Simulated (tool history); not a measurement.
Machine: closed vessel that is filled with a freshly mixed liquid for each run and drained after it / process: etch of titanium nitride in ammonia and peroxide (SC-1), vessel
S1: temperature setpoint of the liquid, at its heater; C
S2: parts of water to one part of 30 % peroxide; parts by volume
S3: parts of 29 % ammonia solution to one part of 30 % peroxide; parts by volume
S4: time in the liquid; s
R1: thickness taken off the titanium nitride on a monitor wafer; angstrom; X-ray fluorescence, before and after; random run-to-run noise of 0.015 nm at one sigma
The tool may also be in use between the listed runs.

run,hour,S1,S2,S3,S4,R1
1,0.0,50.0,21.5,0.45,205,73.354
2,5.4,49.0,21.5,0.45,205,68.239
3,12.4,49.0,21.5,0.60,205,71.989
4,17.2,49.0,21.5,0.65,205,73.282
5,24.0,49.0,17.5,0.65,205,82.590
6,29.0,49.0,17.5,0.75,205,84.386
7,33.7,47.5,17.5,0.75,205,75.353
8,40.2,46.5,17.5,0.75,205,70.271

What does the tool deliver on the next run?
9,45.8,45.5,17.5,0.75,205,?

R1: 65.868 angstrom

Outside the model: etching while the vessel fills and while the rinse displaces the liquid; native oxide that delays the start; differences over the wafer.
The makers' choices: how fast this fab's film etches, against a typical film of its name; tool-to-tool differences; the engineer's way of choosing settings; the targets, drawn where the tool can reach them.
